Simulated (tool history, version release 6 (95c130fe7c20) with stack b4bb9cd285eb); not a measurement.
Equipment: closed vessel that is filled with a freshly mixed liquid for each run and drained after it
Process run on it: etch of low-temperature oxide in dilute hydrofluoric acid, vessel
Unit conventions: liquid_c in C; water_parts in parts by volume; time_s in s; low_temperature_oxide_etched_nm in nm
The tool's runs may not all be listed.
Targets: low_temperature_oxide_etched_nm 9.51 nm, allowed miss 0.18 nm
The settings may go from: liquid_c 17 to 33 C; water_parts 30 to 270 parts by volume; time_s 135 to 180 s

run    day  liquid_c  water_parts  time_s  low_temperature_oxide_etched_nm
  1      0        25          150     180                           23.386
  2  0.338        24          160     180                           20.776
  3  0.704      27.5          160     180                           23.571
  4  0.946        26          170     180                           20.973
  5   1.25        26          170     135                            15.77
  6    1.5        26          140     135                            19.67
  7  1.625        25          150     135                           17.394
  8  1.888        24          155     135                           16.174
  9  2.029        23          160     135                           14.911
 10  2.296        22          165     135                           13.883
 11  2.321      21.5          170     135                           13.179
 12  2.517        21          170     135                           12.892
 13  2.625      20.5          170     135                           12.653

5 next moves are on the table. One of them brings every result within its allowed miss. Which?
  A  2.733      17.5          140     175                                ?
  B  2.733      18.5          210     140                                ?
  C  2.733        22          140     160                                ?
  D  2.733        18          195     145                                ?
  E  2.733      20.5          185     165                                ?

move  low_temperature_oxide_etched_nm
   A                               18
   B                           9.3399
   C                           19.716
   D                            10.36
   E                           13.838
A: moves away from the targets compared with the last run
B: all results in spec
C: moves away from the targets compared with the last run
D: nearer than the last run, and not there yet
E: moves away from the targets compared with the last run
Answer: B
